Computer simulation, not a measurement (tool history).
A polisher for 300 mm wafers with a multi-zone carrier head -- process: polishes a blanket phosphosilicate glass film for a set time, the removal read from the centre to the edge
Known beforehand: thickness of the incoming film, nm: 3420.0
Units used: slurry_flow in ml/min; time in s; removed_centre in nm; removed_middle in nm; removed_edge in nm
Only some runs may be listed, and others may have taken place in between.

| run | hour | slurry_flow | centre_zone | middle_zone | edge_zone | slurry_solids | time | removed_centre | removed_middle | removed_edge |
|---|---|---|---|---|---|---|---|---|---|---|
| 1 | 0 | 165 | 1 | 1 | 1 | 1 | 66 | 697.09 | 681.46 | 700.06 |
| 2 | 1.3 | 165 | 1.06 | 1 | 1 | 1 | 66 | 730.72 | 690.21 | 707.33 |
| 3 | 7 | 165 | 1.06 | 1.04 | 1 | 1 | 66 | 736.5 | 709.2 | 698.07 |
| 4 | 9.1 | 165 | 1 | 1.04 | 1 | 1 | 66 | 691.07 | 700.37 | 689.4 |
| 5 | 14.8 | 155 | 0.97 | 1.03 | 1.02 | 0.9 | 65 | 608.33 | 641.21 | 636.26 |
| 6 | 16.4 | 155 | 0.97 | 1.06 | 1.02 | 0.9 | 65 | 607.86 | 651.52 | 637.2 |
| 7 | 22.9 | 105 | 0.87 | 0.96 | 1.08 | 0.65 | 59 | 341.97 | 383.78 | 422.5 |
| 8 | 29.5 | 115 | 0.87 | 0.96 | 1.1 | 0.65 | 59 | 352.07 | 393.65 | 441.62 |
| 9 | 35.1 | 120 | 0.87 | 0.96 | 1.11 | 0.65 | 59 | 358.18 | 401.07 | 458.5 |
| 10 | 39.9 | 125 | 0.87 | 0.96 | 1.11 | 0.65 | 59 | 360.59 | 409.64 | 447.77 |

Run 11, settings as shown, results not yet in. Your forecast:
| 11 | 48.9 | 125 | 0.87 | 0.96 | 1.12 | 0.65 | 59 | ? | ? | ? |

{"run 11": {"removed_centre": 362.2, "removed_middle": 409.98, "removed_edge": 458.36}}
